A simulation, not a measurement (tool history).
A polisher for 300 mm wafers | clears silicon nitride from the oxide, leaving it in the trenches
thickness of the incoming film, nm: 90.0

run  hour  flow of slurry (ml/min)  pressure of the wafer on the pad (kPa)  speed of the pad under the wafer (m/s)  overpolish time after the end point (s)  time until the end point was called (s)
  1     0                      190                                    18.6                                    1.28                                       13                                   76.332
  2   7.2                      190                                    17.2                                    1.28                                       13                                    81.44
  3    16                      190                                    15.9                                    1.26                                       13                                   90.074
  4  24.3                      230                                    15.9                                    1.26                                       13                                   87.618
  5  29.7                      230                                    19.3                                    1.26                                       13                                   72.105
  6  33.5                      230                                    19.3                                    1.26                                       13                                   74.293
  7  35.3                      230                                    17.9                                    1.24                                       13                                    79.67

Forecast run 8:
  8  39.7                      220                                    13.1                                    1.12                                       13                                        ?

{"run 8": {"time until the end point was called (s)": 117.01}}
